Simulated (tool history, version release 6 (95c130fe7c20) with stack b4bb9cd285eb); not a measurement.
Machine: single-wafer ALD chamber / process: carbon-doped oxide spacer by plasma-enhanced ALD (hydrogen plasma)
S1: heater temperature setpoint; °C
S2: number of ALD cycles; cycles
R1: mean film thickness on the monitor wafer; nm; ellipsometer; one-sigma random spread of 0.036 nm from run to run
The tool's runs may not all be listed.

Run 1, hour 0: S1 395 °C, S2 228 cycles. Result: R1 12.243 nm.
Run 2, hour 9: S1 395 °C, S2 225 cycles. Result: R1 11.991 nm.
Run 3, hour 12: S1 395 °C, S2 247 cycles. Result: R1 13.221 nm.
Run 4, hour 20.1: S1 395 °C, S2 241 cycles. Result: R1 12.903 nm.
Run 5, hour 27.3: S1 395 °C, S2 268 cycles. Result: R1 14.327 nm.
Run 6, hour 35: S1 402 °C, S2 268 cycles. Result: R1 14.321 nm.
Run 7, hour 37.9: S1 402 °C, S2 258 cycles. Result: R1 13.696 nm.

Estimate the outcome of run 8 from the log above:
Run 8, hour 43.7: S1 402 °C, S2 222 cycles. Result: R1 ?.

Run 8 gave R1 11.795 nm.
